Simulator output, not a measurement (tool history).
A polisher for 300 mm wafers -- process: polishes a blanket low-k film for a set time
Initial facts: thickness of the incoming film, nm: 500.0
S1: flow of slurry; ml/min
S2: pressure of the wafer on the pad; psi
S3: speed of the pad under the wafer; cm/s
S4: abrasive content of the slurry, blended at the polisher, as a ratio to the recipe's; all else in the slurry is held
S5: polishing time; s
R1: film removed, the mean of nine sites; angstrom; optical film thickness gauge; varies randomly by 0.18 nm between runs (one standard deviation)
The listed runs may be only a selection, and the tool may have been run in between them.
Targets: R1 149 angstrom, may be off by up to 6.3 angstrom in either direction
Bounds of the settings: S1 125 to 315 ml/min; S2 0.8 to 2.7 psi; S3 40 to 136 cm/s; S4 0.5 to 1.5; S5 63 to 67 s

run  hour   S1   S2  S3  S4  S5      R1
  1     0  205  1.7  88   1  63  209.61
  2     7  205  1.7  88   1  63  214.78
  3  13.8  205    2  88   1  63   245.5
  4  15.2  205  2.3  88   1  63  287.43
  5  23.8  205    2  86   1  63  245.22
  6    26  205  1.8  84   1  63  216.05
  7  34.9  205  1.6  84   1  63  194.13
  8  39.6  205  1.5  84   1  63  182.11
  9  44.3  205  1.4  84   1  63  173.49
 10  50.3  205  1.3  84   1  63  159.49

Which single option among these 5 for the next run brings every result within its allowed miss of target? Just one does.
  A  56.3  200  1.4   78  1.05  63   ?
  B  56.3  185  1.3   84   0.9  63   ?
  C  56.3  230  1.3   78  1.15  63   ?
  D  56.3  190  0.9  110     1  63   ?
  E  56.3  160  1.1   82  0.95  67   ?

move      R1
   A  165.76
   B  148.01
   C  163.98
   D  132.36
   E  132.75
A: the biggest miss grows against the last run
B: hits every target within its allowed miss
C: the biggest miss grows against the last run
D: carries the result that was furthest off beyond its target, to the other side
E: carries the result that was furthest off beyond its target, to the other side
The right move is B.

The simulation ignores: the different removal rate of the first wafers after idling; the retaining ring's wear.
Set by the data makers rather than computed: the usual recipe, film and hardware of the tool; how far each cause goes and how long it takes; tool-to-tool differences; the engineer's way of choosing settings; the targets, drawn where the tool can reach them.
